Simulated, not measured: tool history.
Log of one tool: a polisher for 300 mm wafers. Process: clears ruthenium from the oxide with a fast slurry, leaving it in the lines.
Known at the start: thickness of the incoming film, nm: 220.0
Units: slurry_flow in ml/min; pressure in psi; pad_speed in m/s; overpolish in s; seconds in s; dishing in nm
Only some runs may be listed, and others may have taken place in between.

run,hour,slurry_flow,pressure,pad_speed,slurry_solids,overpolish,seconds,dishing
1,0.0,170,2.3,1.16,1.0,16,52.831,42.295
2,6.9,205,2.3,1.16,1.0,16,51.749,43.230
3,9.4,205,2.3,1.16,1.1,16,49.340,44.214
4,12.0,205,2.0,1.16,1.1,16,56.631,40.574
5,14.3,205,2.0,1.06,1.1,16,61.877,36.931
6,19.7,205,1.8,1.06,1.1,16,67.088,34.976
7,25.0,205,1.7,1.06,1.1,16,69.600,32.982

Forecast run 8:
8,32.3,205,1.6,1.06,1.1,17,?,?

seconds: 74.381 s
dishing: 34.617 nm
